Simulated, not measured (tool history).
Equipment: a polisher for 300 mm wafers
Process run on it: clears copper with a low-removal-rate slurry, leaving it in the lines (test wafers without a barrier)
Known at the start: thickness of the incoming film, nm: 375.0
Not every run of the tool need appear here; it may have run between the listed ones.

run	day	flow of slurry (ml/min)	pressure of the wafer on the pad (psi)	speed of the pad under the wafer (cm/s)	abrasive content of the slurry	overpolish time after the end point (s)	time until the end point was called (s)	dishing of a wide line in a test structure (angstrom)
1	0	160	2.5	138	1	24	118.46	310.08
2	0.192	155	2.1	130	1	26	144.53	286.1
3	0.267	150	1.8	122	1	28	172.71	281.75
4	0.642	145	1.6	116	1	28	196.85	254.15
5	0.746	140	1.5	114	1	30	213.84	260.43
6	0.842	140	1.7	114	1	30	195.52	269.96
7	0.962	135	1.5	114	1	30	211.33	250.73
8	1.129	130	1.4	112	1	32	230.8	257.54
9	1.388	125	1.3	112	1	32	244.08	245.3
10	1.712	120	1.3	112	1	32	244.83	245.35

Run 11, settings as shown, results not yet in. Your forecast:
11	1.758	115	1.3	112	1	32	?	?

For run 11 the tool returned time until the end point was called (s) 248.01, dishing of a wide line in a test structure (angstrom) 240.94.

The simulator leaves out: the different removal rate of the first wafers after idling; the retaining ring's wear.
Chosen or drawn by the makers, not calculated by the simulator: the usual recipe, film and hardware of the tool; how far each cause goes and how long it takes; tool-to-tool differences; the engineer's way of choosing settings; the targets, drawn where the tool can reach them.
